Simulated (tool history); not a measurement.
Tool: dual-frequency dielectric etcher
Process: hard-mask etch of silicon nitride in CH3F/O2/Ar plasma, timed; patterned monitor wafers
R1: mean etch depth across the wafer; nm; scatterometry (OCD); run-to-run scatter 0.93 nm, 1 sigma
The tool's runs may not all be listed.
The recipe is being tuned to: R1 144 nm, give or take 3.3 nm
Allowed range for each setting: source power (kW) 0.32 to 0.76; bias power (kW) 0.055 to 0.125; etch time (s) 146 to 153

{"run": 1, "hour": 0.0, "source power (kW)": 0.54, "bias power (kW)": 0.09, "etch time (s)": 146, "R1": 131.91}
{"run": 2, "hour": 1.3, "source power (kW)": 0.48, "bias power (kW)": 0.09, "etch time (s)": 146, "R1": 127.54}
{"run": 3, "hour": 9.2, "source power (kW)": 0.48, "bias power (kW)": 0.077, "etch time (s)": 146, "R1": 121.32}
{"run": 4, "hour": 15.5, "source power (kW)": 0.55, "bias power (kW)": 0.081, "etch time (s)": 146.5, "R1": 124.45}
{"run": 5, "hour": 23.3, "source power (kW)": 0.55, "bias power (kW)": 0.089, "etch time (s)": 147.5, "R1": 130.78}
{"run": 6, "hour": 23.9, "source power (kW)": 0.62, "bias power (kW)": 0.089, "etch time (s)": 147.5, "R1": 132.82}
{"run": 7, "hour": 28.2, "source power (kW)": 0.62, "bias power (kW)": 0.094, "etch time (s)": 148, "R1": 136.7}
{"run": 8, "hour": 30.6, "source power (kW)": 0.62, "bias power (kW)": 0.097, "etch time (s)": 148.5, "R1": 139.58}

Which of these 4 next moves meets every target?
{"run": "A", "hour": 33.0, "source power (kW)": 0.61, "bias power (kW)": 0.086, "etch time (s)": 149.5, "R1": "?"}
{"run": "B", "hour": 33.0, "source power (kW)": 0.76, "bias power (kW)": 0.088, "etch time (s)": 150.5, "R1": "?"}
{"run": "C", "hour": 33.0, "source power (kW)": 0.61, "bias power (kW)": 0.087, "etch time (s)": 149.5, "R1": "?"}
{"run": "D", "hour": 33.0, "source power (kW)": 0.62, "bias power (kW)": 0.09, "etch time (s)": 146, "R1": "?"}

move=A R1=132.93
move=B R1=141.96
move=C R1=133.52
move=D R1=132.57
A: misses by more than the last run did
B: each result inside its tolerance
C: misses by more than the last run did
D: misses by more than the last run did
B is the move that brings every result within its allowed miss.
